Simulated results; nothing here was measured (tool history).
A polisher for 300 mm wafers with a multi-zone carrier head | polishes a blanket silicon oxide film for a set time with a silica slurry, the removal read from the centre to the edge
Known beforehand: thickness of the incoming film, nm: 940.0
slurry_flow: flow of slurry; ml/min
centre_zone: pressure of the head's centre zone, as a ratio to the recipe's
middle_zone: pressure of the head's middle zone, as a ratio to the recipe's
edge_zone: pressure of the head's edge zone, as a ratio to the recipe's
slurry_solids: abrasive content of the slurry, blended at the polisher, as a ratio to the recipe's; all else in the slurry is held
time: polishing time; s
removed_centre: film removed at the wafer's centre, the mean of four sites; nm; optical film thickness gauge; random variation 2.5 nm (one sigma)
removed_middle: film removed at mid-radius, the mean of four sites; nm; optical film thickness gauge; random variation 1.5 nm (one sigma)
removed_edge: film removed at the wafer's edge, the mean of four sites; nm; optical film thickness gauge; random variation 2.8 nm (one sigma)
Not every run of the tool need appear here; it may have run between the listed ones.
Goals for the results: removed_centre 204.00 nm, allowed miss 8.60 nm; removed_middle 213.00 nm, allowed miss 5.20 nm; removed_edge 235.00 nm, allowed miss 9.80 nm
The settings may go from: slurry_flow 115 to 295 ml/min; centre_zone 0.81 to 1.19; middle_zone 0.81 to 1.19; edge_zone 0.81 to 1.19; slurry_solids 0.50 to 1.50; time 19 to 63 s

run  hour  slurry_flow  centre_zone  middle_zone  edge_zone  slurry_solids  time  removed_centre  removed_middle  removed_edge
  1   0.0          190         1.00         1.00       1.00           1.00    41          184.32          176.35        182.14
  2   7.3          230         1.00         1.00       1.00           1.00    41          185.61          181.26        183.98
  3  13.2          220         0.98         1.00       1.05           1.10    41          188.27          190.87        193.13
  4  18.9          220         0.98         1.00       0.99           1.10    41          192.61          188.42        197.48
  5  24.0          220         0.95         1.01       0.97           1.20    41          190.15          198.90        195.50
  6  28.0          220         0.95         1.01       0.97           1.20    45          209.96          217.74        217.88
  7  31.0          215         0.93         0.98       1.00           1.25    45          210.03          212.59        221.34
  8  38.4          215         0.93         0.98       1.00           1.25    45          206.49          213.46        222.19

Which single option among these 5 for the next run brings every result within its allowed miss of target? Just one does.
  A  45.8          200         0.99         1.04       0.97           1.20    45               ?               ?             ?
  B  45.8          210         0.89         0.94       1.05           1.25    47               ?               ?             ?
  C  45.8          220         0.97         1.03       0.96           1.30    41               ?               ?             ?
  D  45.8          210         0.95         1.04       0.96           1.30    42               ?               ?             ?
  E  45.8          255         0.95         0.98       0.90           1.25    42               ?               ?             ?

move  removed_centre  removed_middle  removed_edge
   A          212.78          219.52        217.38
   B          204.50          215.87        241.53
   C          199.21          207.79        205.69
   D          198.35          213.18        209.62
   E          200.94          204.97        204.41
A: further off than the last run
B: every result lands within tolerance
C: further off than the last run
D: further off than the last run
E: further off than the last run
B is the move that brings every result within its allowed miss.
